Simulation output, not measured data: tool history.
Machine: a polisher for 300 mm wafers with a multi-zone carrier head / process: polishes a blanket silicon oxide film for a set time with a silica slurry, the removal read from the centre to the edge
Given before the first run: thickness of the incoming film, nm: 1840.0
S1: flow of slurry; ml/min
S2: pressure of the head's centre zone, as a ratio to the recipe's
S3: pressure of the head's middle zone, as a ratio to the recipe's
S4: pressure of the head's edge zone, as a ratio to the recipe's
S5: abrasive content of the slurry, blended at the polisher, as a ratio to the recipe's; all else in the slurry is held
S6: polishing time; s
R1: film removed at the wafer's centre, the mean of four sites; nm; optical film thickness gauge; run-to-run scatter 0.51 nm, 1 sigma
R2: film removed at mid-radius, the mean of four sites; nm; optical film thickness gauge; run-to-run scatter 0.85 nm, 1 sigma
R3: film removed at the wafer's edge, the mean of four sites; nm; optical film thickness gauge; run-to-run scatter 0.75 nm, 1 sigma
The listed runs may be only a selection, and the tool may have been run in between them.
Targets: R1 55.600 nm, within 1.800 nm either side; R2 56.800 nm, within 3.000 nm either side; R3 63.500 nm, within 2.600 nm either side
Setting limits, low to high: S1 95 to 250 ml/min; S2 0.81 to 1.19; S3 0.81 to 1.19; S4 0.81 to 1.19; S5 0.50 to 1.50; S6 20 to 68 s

{"run": 1, "day": 0.0, "S1": 160, "S2": 1.0, "S3": 1.0, "S4": 1.0, "S5": 1.0, "S6": 44, "R1": 135.72, "R2": 132.16, "R3": 143.6}
{"run": 2, "day": 0.329, "S1": 150, "S2": 0.97, "S3": 0.98, "S4": 0.97, "S5": 0.85, "S6": 37, "R1": 100.84, "R2": 99.354, "R3": 107.42}
{"run": 3, "day": 0.462, "S1": 150, "S2": 0.97, "S3": 0.98, "S4": 0.97, "S5": 0.95, "S6": 37, "R1": 108.5, "R2": 106.55, "R3": 113.25}
{"run": 4, "day": 0.712, "S1": 140, "S2": 0.93, "S3": 0.95, "S4": 0.95, "S5": 0.8, "S6": 34, "R1": 84.561, "R2": 85.621, "R3": 90.556}
{"day": 0.917, "done": "slurry nozzle cleaned"}
{"run": 5, "day": 0.917, "S1": 120, "S2": 0.93, "S3": 0.95, "S4": 0.95, "S5": 0.8, "S6": 34, "R1": 84.93, "R2": 83.294, "R3": 91.747}
{"run": 6, "day": 1.208, "S1": 115, "S2": 0.9, "S3": 0.92, "S4": 0.94, "S5": 0.7, "S6": 33, "R1": 71.822, "R2": 73.768, "R3": 79.85}
{"run": 7, "day": 1.279, "S1": 110, "S2": 0.89, "S3": 0.89, "S4": 0.93, "S5": 0.65, "S6": 33, "R1": 67.011, "R2": 63.965, "R3": 73.589}
{"run": 8, "day": 1.504, "S1": 110, "S2": 0.87, "S3": 0.89, "S4": 0.92, "S5": 0.6, "S6": 33, "R1": 60.273, "R2": 60.746, "R3": 66.901}
{"run": 9, "day": 1.529, "S1": 110, "S2": 0.86, "S3": 0.88, "S4": 0.92, "S5": 0.6, "S6": 33, "R1": 59.994, "R2": 58.409, "R3": 67.558}

Consider the 4 candidate settings below. Which is the only one whose results all fall within their allowed miss of target?
{"run": "A", "day": 1.554, "S1": 95, "S2": 0.91, "S3": 0.94, "S4": 1.0, "S5": 0.9, "S6": 22, "R1": "?", "R2": "?", "R3": "?"}
{"run": "B", "day": 1.554, "S1": 125, "S2": 0.81, "S3": 0.91, "S4": 0.96, "S5": 0.7, "S6": 30, "R1": "?", "R2": "?", "R3": "?"}
{"run": "C", "day": 1.554, "S1": 130, "S2": 0.95, "S3": 0.81, "S4": 0.81, "S5": 0.65, "S6": 31, "R1": "?", "R2": "?", "R3": "?"}
{"run": "D", "day": 1.554, "S1": 130, "S2": 1.02, "S3": 0.81, "S4": 0.85, "S5": 0.7, "S6": 27, "R1": "?", "R2": "?", "R3": "?"}

move=A R1=56.314 R2=57.497 R3=63.850
move=B R1=61.527 R2=66.257 R3=73.094
move=C R1=67.429 R2=58.581 R3=65.831
move=D R1=66.238 R2=54.482 R3=62.562
A: every result within its allowed miss
B: moves away from the targets compared with the last run
C: moves away from the targets compared with the last run
D: moves away from the targets compared with the last run
Move A is the one to make.
